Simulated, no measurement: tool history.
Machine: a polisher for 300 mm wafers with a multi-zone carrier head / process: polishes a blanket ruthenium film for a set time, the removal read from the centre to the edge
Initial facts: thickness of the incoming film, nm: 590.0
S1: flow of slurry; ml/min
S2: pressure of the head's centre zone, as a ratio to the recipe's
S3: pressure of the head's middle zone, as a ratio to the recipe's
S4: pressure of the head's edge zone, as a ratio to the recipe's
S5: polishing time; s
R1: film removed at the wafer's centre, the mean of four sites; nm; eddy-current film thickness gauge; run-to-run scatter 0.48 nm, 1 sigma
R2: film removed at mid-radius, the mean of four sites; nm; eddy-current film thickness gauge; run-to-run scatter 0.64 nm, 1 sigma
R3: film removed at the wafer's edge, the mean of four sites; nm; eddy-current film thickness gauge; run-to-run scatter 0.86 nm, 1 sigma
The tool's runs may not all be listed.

Run 1, day 0.000: S1 205 ml/min, S2 1.00, S3 1.00, S4 1.00, S5 41 s. Result: R1 63.069 nm, R2 62.654 nm, R3 62.577 nm.
Run 2, day 0.212: S1 205 ml/min, S2 1.00, S3 1.00, S4 1.00, S5 49 s. Result: R1 75.105 nm, R2 73.874 nm, R3 72.255 nm.
Run 3, day 0.550: S1 200 ml/min, S2 0.99, S3 1.03, S4 0.98, S5 49 s. Result: R1 74.367 nm, R2 76.849 nm, R3 74.124 nm.
Run 4, day 0.588: S1 200 ml/min, S2 0.99, S3 1.03, S4 0.98, S5 54 s. Result: R1 82.724 nm, R2 85.010 nm, R3 79.618 nm.
Run 5, day 0.654: S1 170 ml/min, S2 0.99, S3 1.03, S4 0.98, S5 54 s. Result: R1 81.046 nm, R2 81.376 nm, R3 78.021 nm.
Run 6, day 0.933: S1 160 ml/min, S2 0.97, S3 1.04, S4 0.93, S5 53 s. Result: R1 76.995 nm, R2 81.872 nm, R3 76.892 nm.
Run 7, day 1.150: S1 160 ml/min, S2 0.97, S3 1.05, S4 0.90, S5 52 s. Result: R1 74.987 nm, R2 80.695 nm, R3 73.090 nm.
Run 8, day 1.483: S1 155 ml/min, S2 0.96, S3 1.05, S4 0.88, S5 52 s. Result: R1 74.045 nm, R2 79.109 nm, R3 72.503 nm.

The next listed run, before its measurement:
Run 9, day 1.758: S1 150 ml/min, S2 0.95, S3 1.06, S4 0.86, S5 52 s. Result: R1 ?, R2 ?, R3 ?.

{"run 9": {"R1": 72.814, "R2": 80.044, "R3": 71.703}}
